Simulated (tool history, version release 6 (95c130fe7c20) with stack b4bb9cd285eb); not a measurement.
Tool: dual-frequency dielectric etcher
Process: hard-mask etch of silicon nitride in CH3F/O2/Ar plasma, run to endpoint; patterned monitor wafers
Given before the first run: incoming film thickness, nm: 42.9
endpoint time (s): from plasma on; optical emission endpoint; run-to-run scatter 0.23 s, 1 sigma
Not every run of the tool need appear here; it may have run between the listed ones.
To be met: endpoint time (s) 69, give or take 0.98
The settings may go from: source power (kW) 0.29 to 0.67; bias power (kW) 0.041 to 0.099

run 1 hour=0 | source_power_(kW)=0.48 bias_power_(kW)=0.07 | endpoint_time_(s)=59.383
run 2 hour=8.5 | source_power_(kW)=0.48 bias_power_(kW)=0.081 | endpoint_time_(s)=56.526
run 3 hour=15.3 | source_power_(kW)=0.48 bias_power_(kW)=0.072 | endpoint_time_(s)=58.699
run 4 hour=23.5 | source_power_(kW)=0.42 bias_power_(kW)=0.07 | endpoint_time_(s)=61.385
-- hour=28.8 bias power generator calibrated
run 5 hour=28.8 | source_power_(kW)=0.38 bias_power_(kW)=0.067 | endpoint_time_(s)=64.686
run 6 hour=34.9 | source_power_(kW)=0.38 bias_power_(kW)=0.079 | endpoint_time_(s)=61.043
run 7 hour=40.6 | source_power_(kW)=0.35 bias_power_(kW)=0.075 | endpoint_time_(s)=63.501
run 8 hour=49.1 | source_power_(kW)=0.33 bias_power_(kW)=0.072 | endpoint_time_(s)=65.238
run 9 hour=58 | source_power_(kW)=0.32 bias_power_(kW)=0.07 | endpoint_time_(s)=66.916

Next run, 5 choices. One meets every target within its allowed miss, the rest don't. Which?
run A hour=66.9 | source_power_(kW)=0.29 bias_power_(kW)=0.074 | endpoint_time_(s)=?
run B hour=66.9 | source_power_(kW)=0.29 bias_power_(kW)=0.068 | endpoint_time_(s)=?
run C hour=66.9 | source_power_(kW)=0.34 bias_power_(kW)=0.072 | endpoint_time_(s)=?
run D hour=66.9 | source_power_(kW)=0.29 bias_power_(kW)=0.062 | endpoint_time_(s)=?
run E hour=66.9 | source_power_(kW)=0.29 bias_power_(kW)=0.063 | endpoint_time_(s)=?

move=A endpoint_time_(s)=66.855
move=B endpoint_time_(s)=68.924
move=C endpoint_time_(s)=65.007
move=D endpoint_time_(s)=71.218
move=E endpoint_time_(s)=70.819
A: about as far from the targets as the last run
B: each result inside its tolerance
C: the biggest miss grows against the last run
D: carries the result that was furthest off beyond its target, to the other side
E: carries the result that was furthest off beyond its target, to the other side
The move that meets every target is B.
